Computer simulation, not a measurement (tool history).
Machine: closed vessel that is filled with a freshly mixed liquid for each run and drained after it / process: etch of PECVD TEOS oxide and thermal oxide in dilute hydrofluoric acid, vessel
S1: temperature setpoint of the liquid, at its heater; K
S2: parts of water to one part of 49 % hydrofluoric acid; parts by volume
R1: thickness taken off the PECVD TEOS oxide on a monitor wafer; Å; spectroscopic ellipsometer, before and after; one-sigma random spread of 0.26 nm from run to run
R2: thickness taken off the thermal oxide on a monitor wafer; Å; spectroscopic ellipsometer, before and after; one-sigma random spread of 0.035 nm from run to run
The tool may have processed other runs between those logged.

run 1 hour=0.0 | S1=298.15 S2=265 time_in_the_liquid_(s)=470 | R1=207.83 R2=72.456
run 2 hour=6.3 | S1=298.15 S2=265 time_in_the_liquid_(s)=620 | R1=275.44 R2=95.830
run 3 hour=10.4 | S1=298.15 S2=265 time_in_the_liquid_(s)=480 | R1=213.69 R2=74.250
run 4 hour=12.7 | S1=300.65 S2=265 time_in_the_liquid_(s)=480 | R1=232.37 R2=80.746
run 5 hour=16.7 | S1=303.15 S2=265 time_in_the_liquid_(s)=480 | R1=248.30 R2=87.659
run 6 hour=22.9 | S1=304.65 S2=265 time_in_the_liquid_(s)=480 | R1=263.05 R2=91.978

The next listed run, before its measurement:
run 7 hour=30.1 | S1=305.15 S2=260 time_in_the_liquid_(s)=480 | R1=? R2=?

Run 7 came out at R1 273.52 Å, R2 96.074 Å.
